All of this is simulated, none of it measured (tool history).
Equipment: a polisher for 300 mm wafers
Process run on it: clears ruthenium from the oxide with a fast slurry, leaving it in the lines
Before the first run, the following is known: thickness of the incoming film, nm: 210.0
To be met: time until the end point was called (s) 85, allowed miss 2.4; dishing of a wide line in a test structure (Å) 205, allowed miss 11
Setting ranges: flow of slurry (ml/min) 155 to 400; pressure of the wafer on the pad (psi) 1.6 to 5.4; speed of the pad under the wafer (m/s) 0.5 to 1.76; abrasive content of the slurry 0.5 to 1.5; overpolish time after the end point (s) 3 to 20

run,hour,flow of slurry (ml/min),pressure of the wafer on the pad (psi),speed of the pad under the wafer (m/s),abrasive content of the slurry,overpolish time after the end point (s),time until the end point was called (s),dishing of a wide line in a test structure (Å)
1,0,255,3.5,1.12,1,10,37.336,407.94
2,2.7,255,3.2,1.06,1,10,43.016,368.66
3,4.6,255,3.2,1.06,1,11,42.159,409.09
4,11.6,255,2.9,1,1,11,50.148,351.82
5,14.6,210,2.9,1,1,11,50.608,338.93
6,15.6,205,2.7,0.98,1,11,56.418,314.98
7,21.2,200,2.5,0.98,1,11,61.003,305.96
8,23.1,210,1.6,0.9,1,8,99.353,145.78
9,30.9,210,2,0.9,1,11,79.876,233.61

Which single option among these 5 for the next run brings every result within its allowed miss of target? Just one does.
A,38.7,300,1.6,0.96,1.2,10,?,?
B,38.7,240,2,0.86,1.05,11,?,?
C,38.7,170,2,0.92,1.2,12,?,?
D,38.7,200,1.9,0.88,1.15,12,?,?
E,38.7,215,2.2,0.9,1,12,?,?

move,time until the end point was called (s),dishing of a wide line in a test structure (Å)
A,84.073,201.99
B,81.2,226.94
C,76.17,259.2
D,82.636,241.33
E,73.217,268.26
A: all results land within tolerance of their targets
B: nearer the targets than the last run, but a result is still out of spec
C: the biggest miss grows against the last run
D: the biggest miss grows against the last run
E: the biggest miss grows against the last run
The move that meets every target is A.
